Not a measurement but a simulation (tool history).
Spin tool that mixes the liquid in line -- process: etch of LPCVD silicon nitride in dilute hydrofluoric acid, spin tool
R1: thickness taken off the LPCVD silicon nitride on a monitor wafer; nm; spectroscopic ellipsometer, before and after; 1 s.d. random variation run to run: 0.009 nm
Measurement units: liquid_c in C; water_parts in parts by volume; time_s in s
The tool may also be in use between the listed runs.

{"run": 1, "hour": 0.0, "liquid_c": 25.0, "water_parts": 95, "time_s": 85, "R1": 0.4614}
{"run": 2, "hour": 6.6, "liquid_c": 24.0, "water_parts": 100, "time_s": 85, "R1": 0.40049}
{"run": 3, "hour": 14.8, "liquid_c": 23.5, "water_parts": 100, "time_s": 85, "R1": 0.39455}
{"run": 4, "hour": 17.8, "liquid_c": 23.5, "water_parts": 100, "time_s": 85, "R1": 0.36772}
{"run": 5, "hour": 24.8, "liquid_c": 23.5, "water_parts": 70, "time_s": 85, "R1": 0.56162}
{"run": 6, "hour": 30.5, "liquid_c": 23.5, "water_parts": 70, "time_s": 65, "R1": 0.40067}
{"run": 7, "hour": 37.4, "liquid_c": 23.0, "water_parts": 70, "time_s": 65, "R1": 0.39547}
{"run": 8, "hour": 45.0, "liquid_c": 22.5, "water_parts": 70, "time_s": 65, "R1": 0.39928}
{"run": 9, "hour": 49.5, "liquid_c": 22.0, "water_parts": 70, "time_s": 65, "R1": 0.36664}

The next listed run, before its measurement:
{"run": 10, "hour": 51.4, "liquid_c": 21.5, "water_parts": 70, "time_s": 65, "R1": "?"}

R1: 0.37105 nm

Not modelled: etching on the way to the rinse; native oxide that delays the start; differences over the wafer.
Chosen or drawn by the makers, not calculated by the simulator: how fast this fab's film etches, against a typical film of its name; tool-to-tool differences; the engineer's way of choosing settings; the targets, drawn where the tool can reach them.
